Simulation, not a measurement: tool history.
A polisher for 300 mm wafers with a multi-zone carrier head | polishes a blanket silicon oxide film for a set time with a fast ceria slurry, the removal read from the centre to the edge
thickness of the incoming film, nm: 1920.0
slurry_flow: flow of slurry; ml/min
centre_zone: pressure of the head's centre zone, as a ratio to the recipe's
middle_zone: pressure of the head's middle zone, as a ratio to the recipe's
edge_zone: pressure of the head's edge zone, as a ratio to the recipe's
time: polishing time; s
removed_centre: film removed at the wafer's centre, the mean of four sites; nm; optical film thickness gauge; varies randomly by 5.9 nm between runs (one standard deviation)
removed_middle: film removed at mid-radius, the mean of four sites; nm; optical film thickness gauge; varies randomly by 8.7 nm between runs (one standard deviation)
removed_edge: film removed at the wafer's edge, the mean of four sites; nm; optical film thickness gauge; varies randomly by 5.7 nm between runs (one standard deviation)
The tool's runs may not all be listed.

run	hour	slurry_flow	centre_zone	middle_zone	edge_zone	time	removed_centre	removed_middle	removed_edge
1	0	165	1	1	1	33	760.31	745.32	743.81
2	6.4	160	1.01	1	0.95	31	714.34	682.55	665.79
3	15.3	160	1.04	1	0.95	31	718.44	698.52	678.13
4	21.8	165	1.05	0.99	0.91	30	722.3	670.28	635.09
5	24.9	165	1.05	1.03	0.91	30	722.8	675.93	639.73
6	33.3	155	1.04	1.02	0.88	30	701.13	689.1	622.02
7	33.9	150	1.04	0.99	0.87	30	694.61	658.83	609.5
8	35.5	140	1.04	0.98	0.86	30	689.65	663.83	595.35
9	38.3	135	1.04	0.96	0.86	30	678.11	649.65	610.28

Run 10 has not been measured yet. What should we expect?
10	45.9	125	1.07	0.96	0.82	28	?	?	?

{"run 10": {"removed_centre": 642.71, "removed_middle": 594.53, "removed_edge": 539.7}}
